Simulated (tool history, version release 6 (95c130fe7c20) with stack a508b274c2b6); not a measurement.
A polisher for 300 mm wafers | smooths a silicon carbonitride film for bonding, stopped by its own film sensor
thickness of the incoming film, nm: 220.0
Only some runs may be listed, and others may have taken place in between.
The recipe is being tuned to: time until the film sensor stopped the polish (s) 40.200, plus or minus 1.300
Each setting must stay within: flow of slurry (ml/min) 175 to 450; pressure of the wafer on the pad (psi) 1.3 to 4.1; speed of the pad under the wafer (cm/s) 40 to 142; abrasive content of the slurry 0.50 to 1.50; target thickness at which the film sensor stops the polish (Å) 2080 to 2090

run  hour  flow of slurry (ml/min)  pressure of the wafer on the pad (psi)  speed of the pad under the wafer (cm/s)  abrasive content of the slurry  target thickness at which the film sensor stops the polish (Å)  time until the film sensor stopped the polish (s)
  1   0.0                      290                                     2.7                                       90                            1.00                                                            2080                                             32.619
  2   1.3                      290                                     2.5                                       90                            1.00                                                            2080                                             34.728
  3   3.8                      290                                     2.4                                       90                            1.00                                                            2080                                             36.436
  4   5.3                      330                                     2.4                                       90                            1.00                                                            2080                                             35.712
  5  14.1                      325                                     2.3                                       90                            1.00                                                            2080                                             37.447
  6  21.8                      325                                     2.7                                       90                            1.00                                                            2080                                             32.375
  7  26.0                      320                                     2.0                                       88                            1.00                                                            2080                                             43.814
  8  33.0                      320                                     2.1                                       88                            1.00                                                            2080                                             41.328

5 candidate next runs follow, results not yet known. Just one meets every target within its allowed miss. Identify it.
  A  40.0                      290                                     2.1                                       84                            1.00                                                            2080                                                  ?
  B  40.0                      360                                     2.0                                       80                            1.00                                                            2090                                                  ?
  C  40.0                      265                                     1.9                                       94                            1.00                                                            2080                                                  ?
  D  40.0                      315                                     2.0                                       92                            0.95                                                            2090                                                  ?
  E  40.0                      375                                     1.5                                      102                            1.10                                                            2090                                                  ?

move  time until the film sensor stopped the polish (s)
   A                                             43.637
   B                                             42.963
   C                                             43.956
   D                                             40.138
   E                                             43.090
A: moves away from the targets compared with the last run
B: moves away from the targets compared with the last run
C: moves away from the targets compared with the last run
D: all results in spec
E: moves away from the targets compared with the last run
D is the move that brings every result within its allowed miss.
